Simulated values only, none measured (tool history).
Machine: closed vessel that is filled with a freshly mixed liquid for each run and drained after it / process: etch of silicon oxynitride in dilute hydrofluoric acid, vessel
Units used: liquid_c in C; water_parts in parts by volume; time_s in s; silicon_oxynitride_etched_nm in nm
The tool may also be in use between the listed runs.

{"run": 1, "hour": 0.0, "liquid_c": 22.0, "water_parts": 130, "time_s": 520, "silicon_oxynitride_etched_nm": 12.044}
{"run": 2, "hour": 1.2, "liquid_c": 22.0, "water_parts": 105, "time_s": 520, "silicon_oxynitride_etched_nm": 15.227}
{"run": 3, "hour": 3.2, "liquid_c": 23.0, "water_parts": 105, "time_s": 520, "silicon_oxynitride_etched_nm": 16.057}
{"run": 4, "hour": 11.9, "liquid_c": 22.0, "water_parts": 105, "time_s": 520, "silicon_oxynitride_etched_nm": 15.242}
{"run": 5, "hour": 18.7, "liquid_c": 21.5, "water_parts": 105, "time_s": 520, "silicon_oxynitride_etched_nm": 14.748}
{"run": 6, "hour": 22.9, "liquid_c": 25.0, "water_parts": 105, "time_s": 520, "silicon_oxynitride_etched_nm": 17.513}
{"hour": 29.7, "done": "hydrofluoric acid flow meter replaced"}
{"run": 7, "hour": 29.7, "liquid_c": 23.5, "water_parts": 105, "time_s": 520, "silicon_oxynitride_etched_nm": 15.216}
{"run": 8, "hour": 31.2, "liquid_c": 22.5, "water_parts": 105, "time_s": 520, "silicon_oxynitride_etched_nm": 14.529}

Forecast run 9:
{"run": 9, "hour": 39.9, "liquid_c": 20.5, "water_parts": 105, "time_s": 520, "silicon_oxynitride_etched_nm": "?"}

For run 9 the tool returned silicon_oxynitride_etched_nm 13.133 nm.

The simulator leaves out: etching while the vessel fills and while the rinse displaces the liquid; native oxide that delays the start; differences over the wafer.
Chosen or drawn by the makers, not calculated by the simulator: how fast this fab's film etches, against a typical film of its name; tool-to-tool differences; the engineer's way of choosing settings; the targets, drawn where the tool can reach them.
